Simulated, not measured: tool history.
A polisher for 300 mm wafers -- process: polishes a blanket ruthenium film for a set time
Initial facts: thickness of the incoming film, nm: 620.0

run	day	flow of slurry (ml/min)	pressure of the wafer on the pad (psi)	speed of the pad under the wafer (cm/s)	polishing time (s)	film removed (nm)
1	0.000	155	2.5	90	107	115.600
2	0.225	155	2.5	80	107	103.850
3	0.354	155	2.5	80	113	108.000
4	0.554	150	2.2	80	113	100.760
5	0.792	150	1.9	78	113	89.119
6	1.033	125	1.9	78	113	87.570
7	1.092	125	1.9	78	113	85.972
8	1.329	125	1.7	78	113	82.243
9	1.621	125	1.6	78	113	79.881

Expected results for the next run?
10	1.692	125	1.5	78	113	?

film removed (nm): 75.587
